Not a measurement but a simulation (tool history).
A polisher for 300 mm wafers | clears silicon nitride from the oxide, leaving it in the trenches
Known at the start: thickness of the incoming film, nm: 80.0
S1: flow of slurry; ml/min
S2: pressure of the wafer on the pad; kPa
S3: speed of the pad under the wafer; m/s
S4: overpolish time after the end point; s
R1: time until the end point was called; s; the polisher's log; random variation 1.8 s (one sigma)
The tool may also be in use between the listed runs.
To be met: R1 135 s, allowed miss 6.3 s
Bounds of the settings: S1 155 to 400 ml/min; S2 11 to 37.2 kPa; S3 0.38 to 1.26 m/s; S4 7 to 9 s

run	hour	S1	S2	S3	S4	R1
1	0	255	24.1	0.82	9	86.058
2	8.2	255	24.1	1	9	69.748
3	14.9	255	21.4	0.98	9	81.034
4	19.3	255	16.5	0.98	9	103.59
5	20.6	210	16.5	0.98	9	105.45
6	23.8	210	16.5	1.08	9	98.712
7	26.6	205	15.2	1.08	9	105.58
8	29.7	200	14.5	1.08	9	111.29
9	31	200	14.5	1.08	9	109.06
10	34.8	200	13.8	1.08	9	114.09
11	43.3	200	13.1	1.08	9	121.94
12	48	200	12.4	1.08	9	125.64

Which of these 4 next moves meets every target?
A	52.7	185	13.1	0.9	7	?
B	52.7	195	12.4	1.04	7	?
C	52.7	170	13.1	1.22	9	?
D	52.7	190	15.9	0.9	7	?

move	R1
A	149.26
B	135.28
C	112.58
D	123.92
A: takes the result that was furthest off past its target
B: meets every target
C: further off than the last run
D: further off than the last run
Answer: B

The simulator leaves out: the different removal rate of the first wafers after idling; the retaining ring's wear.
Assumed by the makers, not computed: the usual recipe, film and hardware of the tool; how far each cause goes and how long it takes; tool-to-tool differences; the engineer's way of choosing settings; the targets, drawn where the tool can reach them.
